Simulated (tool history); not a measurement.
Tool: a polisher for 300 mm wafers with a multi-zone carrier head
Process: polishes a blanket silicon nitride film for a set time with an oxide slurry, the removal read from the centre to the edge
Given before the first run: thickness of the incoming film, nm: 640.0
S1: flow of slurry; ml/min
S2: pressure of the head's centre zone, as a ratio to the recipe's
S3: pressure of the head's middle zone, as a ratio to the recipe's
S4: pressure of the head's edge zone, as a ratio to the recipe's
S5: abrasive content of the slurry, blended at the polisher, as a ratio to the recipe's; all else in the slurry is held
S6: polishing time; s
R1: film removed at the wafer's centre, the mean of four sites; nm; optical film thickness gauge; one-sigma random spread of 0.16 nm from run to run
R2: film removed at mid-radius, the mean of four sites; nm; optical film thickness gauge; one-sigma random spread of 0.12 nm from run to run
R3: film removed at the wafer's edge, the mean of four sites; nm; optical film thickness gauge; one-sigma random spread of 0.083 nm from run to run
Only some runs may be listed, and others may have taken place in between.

{"run": 1, "hour": 0.0, "S1": 290, "S2": 1.0, "S3": 1.0, "S4": 1.0, "S5": 1.0, "S6": 40, "R1": 33.751, "R2": 32.349, "R3": 32.526}
{"run": 2, "hour": 5.3, "S1": 250, "S2": 0.97, "S3": 0.98, "S4": 0.94, "S5": 0.85, "S6": 33, "R1": 24.542, "R2": 23.675, "R3": 23.382}
{"run": 3, "hour": 12.0, "S1": 250, "S2": 0.97, "S3": 0.91, "S4": 0.94, "S5": 0.85, "S6": 33, "R1": 24.619, "R2": 22.003, "R3": 23.707}
{"run": 4, "hour": 18.7, "S1": 250, "S2": 0.97, "S3": 0.91, "S4": 0.94, "S5": 0.85, "S6": 27, "R1": 19.871, "R2": 18.079, "R3": 19.067}
{"hour": 24.6, "done": "centre zone pressure recalibrated"}
{"run": 5, "hour": 24.6, "S1": 255, "S2": 0.95, "S3": 0.92, "S4": 0.91, "S5": 0.75, "S6": 25, "R1": 15.718, "R2": 15.058, "R3": 16.241}
{"run": 6, "hour": 27.9, "S1": 190, "S2": 0.95, "S3": 0.92, "S4": 0.91, "S5": 0.75, "S6": 25, "R1": 15.467, "R2": 14.718, "R3": 15.736}
{"run": 7, "hour": 32.5, "S1": 175, "S2": 0.96, "S3": 1.0, "S4": 0.81, "S5": 0.5, "S6": 24, "R1": 9.6543, "R2": 10.195, "R3": 9.4235}
{"run": 8, "hour": 37.7, "S1": 255, "S2": 1.0, "S3": 1.02, "S4": 0.91, "S5": 0.6, "S6": 24, "R1": 13.054, "R2": 12.992, "R3": 12.469}

Estimate the outcome of run 9 from the log above:
{"run": 9, "hour": 44.5, "S1": 270, "S2": 1.0, "S3": 1.02, "S4": 0.91, "S5": 0.6, "S6": 24, "R1": "?", "R2": "?", "R3": "?"}

Logged for run 9: R1 12.9220 nm, R2 13.195 nm, R3 12.5560 nm.
